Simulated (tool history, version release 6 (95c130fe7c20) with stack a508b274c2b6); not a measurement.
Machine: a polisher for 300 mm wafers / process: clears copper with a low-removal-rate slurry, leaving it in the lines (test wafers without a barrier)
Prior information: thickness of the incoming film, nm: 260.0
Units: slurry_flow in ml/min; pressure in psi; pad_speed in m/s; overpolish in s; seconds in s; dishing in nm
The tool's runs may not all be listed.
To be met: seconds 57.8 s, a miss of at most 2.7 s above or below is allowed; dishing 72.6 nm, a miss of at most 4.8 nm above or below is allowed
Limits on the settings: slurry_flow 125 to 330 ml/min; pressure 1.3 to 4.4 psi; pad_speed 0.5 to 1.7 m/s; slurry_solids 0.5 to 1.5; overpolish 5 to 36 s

Run 1, hour 0: slurry_flow 210 ml/min, pressure 2.8 psi, pad_speed 1.1 m/s, slurry_solids 1, overpolish 18 s. Result: seconds 89.836 s, dishing 36.473 nm.
Run 2, hour 8.8: slurry_flow 210 ml/min, pressure 2.8 psi, pad_speed 1.2 m/s, slurry_solids 1, overpolish 18 s. Result: seconds 82.616 s, dishing 38.419 nm.
Run 3, hour 15.8: slurry_flow 170 ml/min, pressure 2.8 psi, pad_speed 1.2 m/s, slurry_solids 1, overpolish 18 s. Result: seconds 85.125 s, dishing 39.108 nm.
Run 4, hour 18: slurry_flow 170 ml/min, pressure 3 psi, pad_speed 1.2 m/s, slurry_solids 1, overpolish 19 s. Result: seconds 79.271 s, dishing 42.497 nm.
Run 5, hour 21.7: slurry_flow 170 ml/min, pressure 3.2 psi, pad_speed 1.2 m/s, slurry_solids 1, overpolish 20 s. Result: seconds 73.955 s, dishing 46.694 nm.
Run 6, hour 29.1: slurry_flow 170 ml/min, pressure 3.3 psi, pad_speed 1.2 m/s, slurry_solids 1, overpolish 21 s. Result: seconds 72.623 s, dishing 48.276 nm.
Run 7, hour 32.7: slurry_flow 170 ml/min, pressure 3.4 psi, pad_speed 1.2 m/s, slurry_solids 1, overpolish 22 s. Result: seconds 71.183 s, dishing 52.262 nm.
Run 8, hour 36.2: slurry_flow 170 ml/min, pressure 3.5 psi, pad_speed 1.2 m/s, slurry_solids 1, overpolish 23 s. Result: seconds 68.978 s, dishing 54.629 nm.

Next run, 5 choices. One meets every target within its allowed miss, the rest don't. Which?
Run A, hour 39.7: slurry_flow 160 ml/min, pressure 4 psi, pad_speed 1.42 m/s, slurry_solids 1.05, overpolish 35 s. Result: seconds ?, dishing ?.
Run B, hour 39.7: slurry_flow 190 ml/min, pressure 3.7 psi, pad_speed 1.34 m/s, slurry_solids 1.05, overpolish 18 s. Result: seconds ?, dishing ?.
Run C, hour 39.7: slurry_flow 155 ml/min, pressure 4.1 psi, pad_speed 1.28 m/s, slurry_solids 1.1, overpolish 29 s. Result: seconds ?, dishing ?.
Run D, hour 39.7: slurry_flow 190 ml/min, pressure 3.2 psi, pad_speed 1.18 m/s, slurry_solids 0.8, overpolish 14 s. Result: seconds ?, dishing ?.
Run E, hour 39.7: slurry_flow 175 ml/min, pressure 3.8 psi, pad_speed 1.08 m/s, slurry_solids 0.7, overpolish 17 s. Result: seconds ?, dishing ?.

move  seconds  dishing
   A   52.305   80.829
   B   57.724   51.441
   C   56.559   70.858
   D   77.207   33.843
   E   74.066   41.077
A: takes the result that was furthest off past its target
B: brings the last run's worst result on target, with another outside its allowed miss
C: each result inside its tolerance
D: the biggest miss grows against the last run
E: the biggest miss grows against the last run
Move C is the one to make.
